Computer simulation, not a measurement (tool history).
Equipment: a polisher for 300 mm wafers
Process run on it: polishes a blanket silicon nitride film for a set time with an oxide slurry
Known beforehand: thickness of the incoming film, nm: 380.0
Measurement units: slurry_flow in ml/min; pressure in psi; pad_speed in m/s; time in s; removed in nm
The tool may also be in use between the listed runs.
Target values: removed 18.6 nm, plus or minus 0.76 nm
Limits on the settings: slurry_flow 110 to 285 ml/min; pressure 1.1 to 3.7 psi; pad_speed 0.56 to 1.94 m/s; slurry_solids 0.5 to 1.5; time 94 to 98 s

run 1 hour=0 | slurry_flow=180 pressure=2.4 pad_speed=1.24 slurry_solids=1 time=94 | removed=48.607
run 2 hour=8.1 | slurry_flow=180 pressure=2.1 pad_speed=1.1 slurry_solids=1 time=94 | removed=39.247
run 3 hour=14.8 | slurry_flow=210 pressure=2.1 pad_speed=1.1 slurry_solids=1 time=94 | removed=40.544
run 4 hour=16.1 | slurry_flow=205 pressure=1.9 pad_speed=0.98 slurry_solids=1 time=94 | removed=33.847
run 5 hour=16.7 | slurry_flow=205 pressure=1.9 pad_speed=0.98 slurry_solids=1 time=98 | removed=35.17
run 6 hour=23.7 | slurry_flow=205 pressure=1.6 pad_speed=0.98 slurry_solids=1 time=98 | removed=30.342
run 7 hour=24.8 | slurry_flow=195 pressure=1.1 pad_speed=0.62 slurry_solids=0.95 time=98 | removed=15.529
run 8 hour=26.3 | slurry_flow=205 pressure=1.1 pad_speed=0.62 slurry_solids=0.95 time=98 | removed=15.785
run 9 hour=27.7 | slurry_flow=210 pressure=1.2 pad_speed=0.62 slurry_solids=0.95 time=98 | removed=16.718
run 10 hour=35.5 | slurry_flow=225 pressure=1.4 pad_speed=0.62 slurry_solids=0.95 time=98 | removed=20.059
run 11 hour=41.2 | slurry_flow=200 pressure=1.4 pad_speed=0.62 slurry_solids=0.95 time=98 | removed=19.726

Which single option among these 4 for the next run brings every result within its allowed miss of target? Just one does.
run A hour=46.9 | slurry_flow=210 pressure=1.3 pad_speed=0.8 slurry_solids=0.8 time=94 | removed=?
run B hour=46.9 | slurry_flow=185 pressure=1.4 pad_speed=0.78 slurry_solids=0.85 time=96 | removed=?
run C hour=46.9 | slurry_flow=190 pressure=1.2 pad_speed=0.9 slurry_solids=1 time=94 | removed=?
run D hour=46.9 | slurry_flow=230 pressure=1.2 pad_speed=0.58 slurry_solids=0.95 time=98 | removed=?

move=A removed=19.137
move=B removed=20.847
move=C removed=20.701
move=D removed=16.863
A: all results land within tolerance of their targets
B: misses by more than the last run did
C: misses by more than the last run did
D: carries the result that was furthest off beyond its target, to the other side
The move that meets every target is A.
